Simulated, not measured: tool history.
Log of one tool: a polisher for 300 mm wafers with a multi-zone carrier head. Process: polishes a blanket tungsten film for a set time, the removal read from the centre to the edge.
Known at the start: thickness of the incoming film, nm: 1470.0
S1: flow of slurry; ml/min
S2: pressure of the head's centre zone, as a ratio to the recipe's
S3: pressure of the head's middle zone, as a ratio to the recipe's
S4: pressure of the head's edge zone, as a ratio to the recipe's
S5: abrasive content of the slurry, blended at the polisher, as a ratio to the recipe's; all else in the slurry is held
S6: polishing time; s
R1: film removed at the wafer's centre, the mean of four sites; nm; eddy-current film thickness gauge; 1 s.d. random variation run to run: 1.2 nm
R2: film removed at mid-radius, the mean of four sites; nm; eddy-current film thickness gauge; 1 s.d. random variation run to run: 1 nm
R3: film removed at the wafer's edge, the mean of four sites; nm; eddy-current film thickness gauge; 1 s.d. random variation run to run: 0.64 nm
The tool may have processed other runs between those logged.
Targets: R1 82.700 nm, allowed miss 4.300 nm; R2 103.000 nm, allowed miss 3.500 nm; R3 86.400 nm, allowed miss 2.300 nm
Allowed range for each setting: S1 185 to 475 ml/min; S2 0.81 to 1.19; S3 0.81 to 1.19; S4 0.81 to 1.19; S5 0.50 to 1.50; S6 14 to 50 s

run	hour	S1	S2	S3	S4	S5	S6	R1	R2	R3
1	0.0	305	1.00	1.00	1.00	1.00	32	119.000	120.770	118.910
2	6.8	305	0.98	1.02	0.97	0.90	31	108.740	114.350	109.390
3	8.6	275	0.98	1.02	0.97	0.90	31	105.510	115.230	108.800
4	10.4	270	0.97	1.03	0.95	0.80	31	101.570	110.490	102.590
5	15.7	260	0.95	1.04	0.93	0.75	31	96.739	109.870	98.529
6	18.6	255	0.93	1.04	0.91	0.70	31	91.837	104.680	95.089
7	19.3	250	0.92	1.05	0.89	0.70	31	91.949	104.160	93.781
8	21.0	245	0.91	1.06	0.88	0.70	31	88.571	105.490	92.414
9	28.7	240	0.90	1.06	0.87	0.70	31	87.963	107.470	92.656
10	30.2	235	0.90	1.06	0.86	0.70	31	86.181	106.270	91.587
11	31.3	235	0.90	1.06	0.85	0.70	31	87.661	105.810	90.979
12	39.5	230	0.87	1.07	0.81	0.60	31	79.685	99.968	82.269
13	40.5	230	0.87	1.07	0.82	0.60	31	81.991	97.551	83.416

Pick the move, out of 5, that brings all results within their allowed miss; only one does.
A	41.5	220	0.99	1.19	0.81	0.50	33	?	?	?
B	41.5	280	0.90	1.01	0.89	0.55	32	?	?	?
C	41.5	195	0.87	1.07	0.81	0.75	29	?	?	?
D	41.5	230	0.98	1.05	0.91	0.55	30	?	?	?
E	41.5	305	0.92	1.04	0.83	0.60	29	?	?	?

move	R1	R2	R3
A	88.055	104.010	79.813
B	83.443	94.022	86.431
C	82.141	100.720	84.937
D	83.843	89.889	81.015
E	81.235	91.767	79.617
A: corrects the largest miss of the last run, while another result sits out of spec
B: moves away from the targets compared with the last run
C: every result lands within tolerance
D: moves away from the targets compared with the last run
E: moves away from the targets compared with the last run
Answer: C
